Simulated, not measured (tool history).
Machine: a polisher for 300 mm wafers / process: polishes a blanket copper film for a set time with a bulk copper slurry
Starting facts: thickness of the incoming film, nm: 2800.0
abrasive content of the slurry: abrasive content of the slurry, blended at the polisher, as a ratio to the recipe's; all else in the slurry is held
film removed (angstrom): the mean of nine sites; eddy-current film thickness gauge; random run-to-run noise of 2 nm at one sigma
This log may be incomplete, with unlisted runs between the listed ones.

| run | day | flow of slurry (ml/min) | pressure of the wafer on the pad (psi) | speed of the pad under the wafer (cm/s) | abrasive content of the slurry | polishing time (s) | film removed (angstrom) |
|---|---|---|---|---|---|---|---|
| 1 | 0 | 200 | 2.6 | 108 | 1 | 25 | 1963.3 |
| 2 | 0.088 | 200 | 2.4 | 108 | 1 | 25 | 1829.3 |
| 3 | 0.367 | 235 | 2.4 | 108 | 1 | 25 | 1833.7 |
| 4 | 0.542 | 235 | 2.2 | 108 | 1 | 25 | 1682.8 |
| 5 | 0.904 | 235 | 2.1 | 108 | 1 | 25 | 1614.3 |
| 6 | 0.992 | 235 | 2.5 | 108 | 1 | 25 | 1908.9 |
| 7 | 1.317 | 235 | 2.3 | 108 | 1 | 25 | 1803.2 |

The next listed run, before its measurement:
| 8 | 1.425 | 235 | 2.1 | 108 | 1 | 25 | ? |

{"run 8": {"film removed (angstrom)": 1650.3}}
